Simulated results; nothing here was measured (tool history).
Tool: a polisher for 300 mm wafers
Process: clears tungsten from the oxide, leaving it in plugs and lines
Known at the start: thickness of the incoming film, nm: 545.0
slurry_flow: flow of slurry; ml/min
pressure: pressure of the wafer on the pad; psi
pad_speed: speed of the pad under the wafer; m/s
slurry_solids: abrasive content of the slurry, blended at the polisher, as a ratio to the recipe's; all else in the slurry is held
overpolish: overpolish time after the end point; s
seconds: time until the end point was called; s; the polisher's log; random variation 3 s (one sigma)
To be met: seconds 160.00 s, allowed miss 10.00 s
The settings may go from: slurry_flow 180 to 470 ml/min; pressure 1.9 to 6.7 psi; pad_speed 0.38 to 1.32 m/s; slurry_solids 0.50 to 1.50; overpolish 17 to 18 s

run  hour  slurry_flow  pressure  pad_speed  slurry_solids  overpolish  seconds
  1   0.0          300       4.3       0.84           1.00          17   107.66
  2   6.2          300       3.8       0.82           1.00          17   120.64
  3  11.6          300       3.8       0.94           1.00          17   106.47
  4  17.6          300       3.3       0.92           1.00          17   128.21
  5  19.0          300       3.3       0.92           1.00          17   128.94
  6  25.8          375       3.3       0.92           1.00          17   121.84
  7  28.2          375       3.0       0.92           1.00          17   138.23
  8  36.1          375       2.9       0.92           1.00          17   143.67

5 next moves are on the table. One of them brings every result within its allowed miss. Which?
  A  44.0          305       2.7       1.10           0.95          17        ?
  B  44.0          420       2.7       0.94           0.85          17        ?
  C  44.0          360       3.2       0.98           0.80          17        ?
  D  44.0          380       3.1       0.98           1.00          17        ?
  E  44.0          385       2.8       1.04           1.00          17        ?

move  seconds
   A   136.74
   B   161.00
   C   136.03
   D   128.98
   E   134.31
A: further off than the last run
B: meets every target
C: further off than the last run
D: further off than the last run
E: further off than the last run
The right move is B.
